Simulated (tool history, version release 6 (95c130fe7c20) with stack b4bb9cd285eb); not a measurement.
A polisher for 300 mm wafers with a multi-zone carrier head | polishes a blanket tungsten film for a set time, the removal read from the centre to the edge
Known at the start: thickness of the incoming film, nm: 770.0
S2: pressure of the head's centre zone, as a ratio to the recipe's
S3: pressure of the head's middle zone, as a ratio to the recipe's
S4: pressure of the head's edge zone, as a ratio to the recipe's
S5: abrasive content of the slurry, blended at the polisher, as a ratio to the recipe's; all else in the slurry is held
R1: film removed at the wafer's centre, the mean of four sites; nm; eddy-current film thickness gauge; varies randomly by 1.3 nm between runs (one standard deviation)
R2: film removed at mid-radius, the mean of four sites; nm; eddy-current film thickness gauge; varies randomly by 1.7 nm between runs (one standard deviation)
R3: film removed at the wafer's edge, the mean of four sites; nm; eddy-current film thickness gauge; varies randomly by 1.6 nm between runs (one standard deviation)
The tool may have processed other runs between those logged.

run 1 hour=0 | flow_of_slurry_(ml/min)=230 S2=1 S3=1 S4=1 S5=1 polishing_time_(s)=70 | R1=214.01 R2=216.83 R3=213.15
run 2 hour=5.6 | flow_of_slurry_(ml/min)=230 S2=1 S3=0.99 S4=0.98 S5=0.95 polishing_time_(s)=69 | R1=208.72 R2=210.6 R3=204.78
run 3 hour=13 | flow_of_slurry_(ml/min)=285 S2=1 S3=0.99 S4=0.98 S5=0.95 polishing_time_(s)=69 | R1=213.17 R2=215.56 R3=208.79
run 4 hour=21.2 | flow_of_slurry_(ml/min)=285 S2=1 S3=0.99 S4=0.98 S5=0.95 polishing_time_(s)=86 | R1=265.02 R2=263.67 R3=258.09
run 5 hour=28.8 | flow_of_slurry_(ml/min)=285 S2=1 S3=0.99 S4=0.89 S5=0.95 polishing_time_(s)=86 | R1=267.37 R2=264.57 R3=249.81
run 6 hour=34.1 | flow_of_slurry_(ml/min)=285 S2=1 S3=0.99 S4=0.89 S5=0.75 polishing_time_(s)=86 | R1=254.8 R2=255.17 R3=241.73
run 7 hour=39.3 | flow_of_slurry_(ml/min)=285 S2=1.01 S3=0.99 S4=0.88 S5=0.7 polishing_time_(s)=82 | R1=238.63 R2=241.61 R3=223.64
run 8 hour=48.3 | flow_of_slurry_(ml/min)=285 S2=1.01 S3=0.98 S4=0.88 S5=0.7 polishing_time_(s)=79 | R1=235.58 R2=228.58 R3=216.7
run 9 hour=53.2 | flow_of_slurry_(ml/min)=285 S2=1.01 S3=0.98 S4=0.87 S5=0.7 polishing_time_(s)=76 | R1=223.22 R2=216.86 R3=205.23
run 10 hour=61 | flow_of_slurry_(ml/min)=285 S2=1.01 S3=0.98 S4=0.87 S5=0.7 polishing_time_(s)=74 | R1=217.71 R2=212.02 R3=197.68

Run 11 has not been measured yet. What should we expect?
run 11 hour=70 | flow_of_slurry_(ml/min)=255 S2=0.99 S3=0.91 S4=0.81 S5=0.5 polishing_time_(s)=61 | R1=? R2=? R3=?

For run 11 the tool returned R1 161.97 nm, R2 154.43 nm, R3 149.49 nm.
